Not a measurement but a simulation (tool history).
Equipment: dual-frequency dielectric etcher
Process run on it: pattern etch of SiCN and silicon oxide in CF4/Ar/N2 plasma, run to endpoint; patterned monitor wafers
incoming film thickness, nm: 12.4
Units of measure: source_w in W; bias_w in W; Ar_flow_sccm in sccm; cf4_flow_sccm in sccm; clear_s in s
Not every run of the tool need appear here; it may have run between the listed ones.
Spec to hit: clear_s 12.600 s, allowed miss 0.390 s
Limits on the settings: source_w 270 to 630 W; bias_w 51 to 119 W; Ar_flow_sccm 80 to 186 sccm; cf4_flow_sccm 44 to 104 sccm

Run 1, day 0.000: source_w 450 W, bias_w 85 W, Ar_flow_sccm 133 sccm, cf4_flow_sccm 74 sccm. Result: clear_s 14.687 s.
Run 2, day 0.083: source_w 450 W, bias_w 85 W, Ar_flow_sccm 133 sccm, cf4_flow_sccm 67 sccm. Result: clear_s 14.758 s.
Run 3, day 0.308: source_w 450 W, bias_w 85 W, Ar_flow_sccm 133 sccm, cf4_flow_sccm 79 sccm. Result: clear_s 14.430 s.
Run 4, day 0.350: source_w 460 W, bias_w 85 W, Ar_flow_sccm 133 sccm, cf4_flow_sccm 79 sccm. Result: clear_s 13.888 s.
Run 5, day 0.621: source_w 420 W, bias_w 85 W, Ar_flow_sccm 133 sccm, cf4_flow_sccm 79 sccm. Result: clear_s 15.410 s.
Run 6, day 0.942: source_w 420 W, bias_w 71 W, Ar_flow_sccm 133 sccm, cf4_flow_sccm 79 sccm. Result: clear_s 17.252 s.
Run 7, day 1.104: source_w 440 W, bias_w 71 W, Ar_flow_sccm 133 sccm, cf4_flow_sccm 79 sccm. Result: clear_s 16.125 s.
Run 8, day 1.292: source_w 450 W, bias_w 71 W, Ar_flow_sccm 133 sccm, cf4_flow_sccm 79 sccm. Result: clear_s 16.041 s.
Run 9, day 1.442: source_w 460 W, bias_w 71 W, Ar_flow_sccm 133 sccm, cf4_flow_sccm 79 sccm. Result: clear_s 15.921 s.

5 next moves are on the table. One of them brings every result within its allowed miss. Which?
Run A, day 1.592: source_w 520 W, bias_w 76 W, Ar_flow_sccm 143 sccm, cf4_flow_sccm 73 sccm. Result: clear_s ?.
Run B, day 1.592: source_w 410 W, bias_w 62 W, Ar_flow_sccm 124 sccm, cf4_flow_sccm 73 sccm. Result: clear_s ?.
Run C, day 1.592: source_w 540 W, bias_w 80 W, Ar_flow_sccm 127 sccm, cf4_flow_sccm 77 sccm. Result: clear_s ?.
Run D, day 1.592: source_w 590 W, bias_w 83 W, Ar_flow_sccm 117 sccm, cf4_flow_sccm 75 sccm. Result: clear_s ?.
Run E, day 1.592: source_w 370 W, bias_w 62 W, Ar_flow_sccm 135 sccm, cf4_flow_sccm 82 sccm. Result: clear_s ?.

move  clear_s
   A   14.018
   B   19.094
   C   12.815
   D   11.516
   E   20.820
A: better than the last run, though not everything is in spec
B: the biggest miss grows against the last run
C: all results land within tolerance of their targets
D: takes the result that was furthest off past its target
E: the biggest miss grows against the last run
Answer: C
